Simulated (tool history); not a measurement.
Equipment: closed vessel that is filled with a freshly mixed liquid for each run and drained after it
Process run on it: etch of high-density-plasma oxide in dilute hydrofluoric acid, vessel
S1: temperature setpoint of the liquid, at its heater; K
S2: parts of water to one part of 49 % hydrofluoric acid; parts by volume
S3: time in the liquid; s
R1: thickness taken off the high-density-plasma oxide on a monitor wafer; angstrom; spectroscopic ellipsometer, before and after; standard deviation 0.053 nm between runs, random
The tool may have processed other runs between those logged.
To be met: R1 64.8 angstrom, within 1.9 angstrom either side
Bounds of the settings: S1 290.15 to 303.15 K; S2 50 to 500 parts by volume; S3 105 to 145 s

run 1 hour=0 | S1=295.15 S2=275 S3=145 | R1=23.247
run 2 hour=3.6 | S1=295.15 S2=330 S3=145 | R1=18.6
run 3 hour=5.4 | S1=296.15 S2=295 S3=145 | R1=21.862
run 4 hour=6.9 | S1=297.15 S2=260 S3=145 | R1=26.605
run 5 hour=7.9 | S1=297.15 S2=260 S3=105 | R1=19.265
run 6 hour=14.3 | S1=296.15 S2=230 S3=110 | R1=22.677
run 7 hour=23.7 | S1=300.15 S2=120 S3=115 | R1=59.546
run 8 hour=25.8 | S1=301.15 S2=120 S3=115 | R1=62.314

4 candidate next runs follow, results not yet known. Just one meets every target within its allowed miss. Identify it.
run A hour=27.9 | S1=300.65 S2=105 S3=105 | R1=?
run B hour=27.9 | S1=301.65 S2=145 S3=140 | R1=?
run C hour=27.9 | S1=301.65 S2=115 S3=105 | R1=?
run D hour=27.9 | S1=303.15 S2=140 S3=145 | R1=?

move=A R1=65.175
move=B R1=62.214
move=C R1=61.046
move=D R1=70.951
A: every result within its allowed miss
B: no nearer and no further than the last run
C: lands further from the targets than the last run did
D: takes the result that was furthest off past its target
Answer: A
